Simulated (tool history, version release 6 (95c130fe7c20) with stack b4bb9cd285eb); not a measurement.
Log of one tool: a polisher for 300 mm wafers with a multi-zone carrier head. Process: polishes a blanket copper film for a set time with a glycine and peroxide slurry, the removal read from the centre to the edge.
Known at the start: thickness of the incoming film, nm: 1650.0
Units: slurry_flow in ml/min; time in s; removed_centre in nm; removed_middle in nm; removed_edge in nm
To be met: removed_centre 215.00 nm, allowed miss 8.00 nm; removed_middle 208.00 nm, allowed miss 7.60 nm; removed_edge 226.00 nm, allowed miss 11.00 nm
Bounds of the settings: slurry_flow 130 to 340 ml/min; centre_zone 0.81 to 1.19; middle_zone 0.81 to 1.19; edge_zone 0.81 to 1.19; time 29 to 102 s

{"run": 1, "hour": 0.0, "slurry_flow": 220, "centre_zone": 1.0, "middle_zone": 1.0, "edge_zone": 1.0, "time": 65, "removed_centre": 352.98, "removed_middle": 341.87, "removed_edge": 358.07}
{"run": 2, "hour": 8.2, "slurry_flow": 220, "centre_zone": 1.0, "middle_zone": 1.0, "edge_zone": 1.0, "time": 59, "removed_centre": 314.76, "removed_middle": 319.72, "removed_edge": 323.23}
{"run": 3, "hour": 16.7, "slurry_flow": 220, "centre_zone": 1.0, "middle_zone": 1.0, "edge_zone": 1.05, "time": 59, "removed_centre": 322.99, "removed_middle": 313.6, "removed_edge": 331.46}
{"run": 4, "hour": 20.0, "slurry_flow": 220, "centre_zone": 1.0, "middle_zone": 1.0, "edge_zone": 0.99, "time": 59, "removed_centre": 322.77, "removed_middle": 313.51, "removed_edge": 324.16}
{"run": 5, "hour": 23.2, "slurry_flow": 215, "centre_zone": 0.99, "middle_zone": 0.98, "edge_zone": 0.98, "time": 55, "removed_centre": 298.57, "removed_middle": 285.19, "removed_edge": 303.42}
{"run": 6, "hour": 27.2, "slurry_flow": 215, "centre_zone": 0.98, "middle_zone": 0.98, "edge_zone": 0.97, "time": 51, "removed_centre": 274.93, "removed_middle": 266.19, "removed_edge": 277.31}
{"run": 7, "hour": 30.7, "slurry_flow": 215, "centre_zone": 0.96, "middle_zone": 0.97, "edge_zone": 0.95, "time": 49, "removed_centre": 257.02, "removed_middle": 257.68, "removed_edge": 270.32}
{"run": 8, "hour": 36.9, "slurry_flow": 215, "centre_zone": 0.96, "middle_zone": 0.97, "edge_zone": 0.95, "time": 49, "removed_centre": 252.91, "removed_middle": 256.67, "removed_edge": 259.13}
{"run": 9, "hour": 41.2, "slurry_flow": 190, "centre_zone": 0.9, "middle_zone": 0.87, "edge_zone": 0.86, "time": 42, "removed_centre": 204.12, "removed_middle": 202.27, "removed_edge": 206.36}

Which of these 5 next moves meets every target?
{"run": "A", "hour": 45.5, "slurry_flow": 200, "centre_zone": 0.91, "middle_zone": 0.85, "edge_zone": 0.91, "time": 43, "removed_centre": "?", "removed_middle": "?", "removed_edge": "?"}
{"run": "B", "hour": 45.5, "slurry_flow": 155, "centre_zone": 0.85, "middle_zone": 1.04, "edge_zone": 0.81, "time": 41, "removed_centre": "?", "removed_middle": "?", "removed_edge": "?"}
{"run": "C", "hour": 45.5, "slurry_flow": 185, "centre_zone": 1.07, "middle_zone": 0.81, "edge_zone": 1.03, "time": 41, "removed_centre": "?", "removed_middle": "?", "removed_edge": "?"}
{"run": "D", "hour": 45.5, "slurry_flow": 145, "centre_zone": 1.0, "middle_zone": 0.83, "edge_zone": 1.02, "time": 42, "removed_centre": "?", "removed_middle": "?", "removed_edge": "?"}
{"run": "E", "hour": 45.5, "slurry_flow": 190, "centre_zone": 0.98, "middle_zone": 0.81, "edge_zone": 0.84, "time": 45, "removed_centre": "?", "removed_middle": "?", "removed_edge": "?"}

move=A removed_centre=208.09 removed_middle=202.71 removed_edge=224.47
move=B removed_centre=180.81 removed_middle=211.10 removed_edge=197.84
move=C removed_centre=224.93 removed_middle=186.08 removed_edge=225.48
move=D removed_centre=209.57 removed_middle=187.00 removed_edge=224.29
move=E removed_centre=230.03 removed_middle=205.06 removed_edge=225.58
A: meets every target
B: further off than the last run
C: brings the result that was furthest off to its target, and leaves another outside
D: brings the result that was furthest off to its target, and leaves another outside
E: brings the result that was furthest off to its target, and leaves another outside
Answer: A
